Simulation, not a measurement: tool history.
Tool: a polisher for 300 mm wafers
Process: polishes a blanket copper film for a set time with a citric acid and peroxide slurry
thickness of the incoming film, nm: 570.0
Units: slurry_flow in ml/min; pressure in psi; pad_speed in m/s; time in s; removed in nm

run    day  slurry_flow  pressure  pad_speed  slurry_solids  time  removed
  1      0          265       2.8       1.28              1    97   306.26
  2  0.321          265       2.6       1.28              1    97   287.67
  3  0.433          200       2.6       1.28              1    97    277.8
  4  0.492          200       2.5       1.28              1    97   267.19
  5  0.671          200       2.5       1.28            1.1    97   279.34
  6  1.012          200       2.5       1.12            1.1    97   246.82
  7    1.3          200       2.4       1.12            1.1    97   239.62
  8  1.558          200       2.4       1.12            1.1    97    240.2

The next listed run, before its measurement:
  9  1.783          200       2.3       1.12            1.1    97        ?

removed: 232.72 nm

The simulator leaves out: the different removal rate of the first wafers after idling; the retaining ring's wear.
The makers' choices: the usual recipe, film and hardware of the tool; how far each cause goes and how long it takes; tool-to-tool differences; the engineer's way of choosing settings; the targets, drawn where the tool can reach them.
